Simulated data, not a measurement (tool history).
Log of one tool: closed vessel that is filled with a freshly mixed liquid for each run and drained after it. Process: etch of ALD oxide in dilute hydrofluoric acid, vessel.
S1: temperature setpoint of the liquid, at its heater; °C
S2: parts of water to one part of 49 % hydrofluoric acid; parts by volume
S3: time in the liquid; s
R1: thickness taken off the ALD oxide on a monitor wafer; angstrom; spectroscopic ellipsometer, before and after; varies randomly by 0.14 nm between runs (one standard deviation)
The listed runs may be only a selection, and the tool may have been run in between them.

| run | hour | S1 | S2 | S3 | R1 |
|---|---|---|---|---|---|
| 1 | 0 | 25 | 255 | 160 | 101.99 |
| 2 | 3.8 | 27 | 250 | 160 | 110.32 |
| 3 | 12.1 | 29 | 250 | 160 | 116.56 |
| 4 | 19 | 30 | 245 | 160 | 126.05 |
| 5 | 27.6 | 30.5 | 245 | 160 | 127.09 |
| 6 | 35.5 | 31 | 245 | 160 | 129.85 |

Expected results for the next run?
| 7 | 37.7 | 31.5 | 245 | 160 | ? |

R1: 131.36 angstrom
